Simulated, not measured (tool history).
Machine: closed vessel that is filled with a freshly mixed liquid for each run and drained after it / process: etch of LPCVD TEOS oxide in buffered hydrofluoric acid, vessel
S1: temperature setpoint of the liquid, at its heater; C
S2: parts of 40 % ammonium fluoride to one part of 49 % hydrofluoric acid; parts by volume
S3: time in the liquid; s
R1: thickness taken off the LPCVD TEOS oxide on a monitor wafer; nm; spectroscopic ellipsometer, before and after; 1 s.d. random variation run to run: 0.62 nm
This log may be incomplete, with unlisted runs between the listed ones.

| run | hour | S1 | S2 | S3 | R1 |
|---|---|---|---|---|---|
| 1 | 0.0 | 22.0 | 14.0 | 95 | 199.85 |
| 2 | 0.9 | 25.0 | 14.0 | 95 | 234.48 |
| 3 | 2.4 | 25.0 | 14.0 | 100 | 246.51 |
| 4 | 10.6 | 25.0 | 10.0 | 100 | 342.01 |
| 5 | 17.6 | 23.0 | 12.0 | 100 | 256.28 |
| 6 | 26.4 | 21.5 | 13.5 | 100 | 211.29 |
| 7 | 30.6 | 20.5 | 14.5 | 100 | 186.09 |
| 8 | 38.0 | 19.5 | 15.5 | 100 | 163.83 |

Forecast run 9:
| 9 | 40.5 | 19.0 | 16.0 | 100 | ? |

R1: 156.99 nm
